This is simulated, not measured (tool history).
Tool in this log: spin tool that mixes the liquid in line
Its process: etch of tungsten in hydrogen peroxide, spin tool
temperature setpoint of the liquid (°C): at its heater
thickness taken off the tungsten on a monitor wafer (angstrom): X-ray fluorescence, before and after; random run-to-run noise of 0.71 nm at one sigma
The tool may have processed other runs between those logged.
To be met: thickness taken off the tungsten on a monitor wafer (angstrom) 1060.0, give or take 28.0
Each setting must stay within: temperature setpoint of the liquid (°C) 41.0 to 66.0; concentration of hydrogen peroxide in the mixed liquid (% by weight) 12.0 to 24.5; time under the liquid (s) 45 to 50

run,hour,temperature setpoint of the liquid (°C),concentration of hydrogen peroxide in the mixed liquid (% by weight),time under the liquid (s),thickness taken off the tungsten on a monitor wafer (angstrom)
1,0.0,57.0,16.5,45,1636.0
2,4.7,57.0,18.0,45,1701.0
3,8.7,54.0,18.0,45,1437.1
4,11.7,53.0,18.0,45,1345.9
5,16.2,52.5,18.0,45,1303.8
6,20.8,52.5,18.0,50,1436.5
7,22.2,52.0,18.0,50,1401.4
8,24.1,51.5,18.0,50,1351.2
9,28.2,51.0,18.0,50,1320.1
10,32.2,50.5,18.0,50,1275.5
11,38.7,50.0,18.0,50,1239.4
12,46.8,49.5,18.0,50,1207.1
13,49.1,47.0,18.0,50,1023.0

Exactly one of the 5 candidate moves below puts every result within its allowed miss. Which one?
A,51.4,50.0,18.5,45,?
B,51.4,50.0,15.5,50,?
C,51.4,49.0,18.5,45,?
D,51.4,49.0,17.0,50,?
E,51.4,50.0,18.0,45,?

move,thickness taken off the tungsten on a monitor wafer (angstrom)
A,1131.6
B,1150.9
C,1064.3
D,1133.6
E,1116.2
A: the result that was furthest off in the last run now lies on the other side of its target
B: the result that was furthest off in the last run now lies on the other side of its target
C: each result inside its tolerance
D: the result that was furthest off in the last run now lies on the other side of its target
E: the result that was furthest off in the last run now lies on the other side of its target
Move C is the one to make.

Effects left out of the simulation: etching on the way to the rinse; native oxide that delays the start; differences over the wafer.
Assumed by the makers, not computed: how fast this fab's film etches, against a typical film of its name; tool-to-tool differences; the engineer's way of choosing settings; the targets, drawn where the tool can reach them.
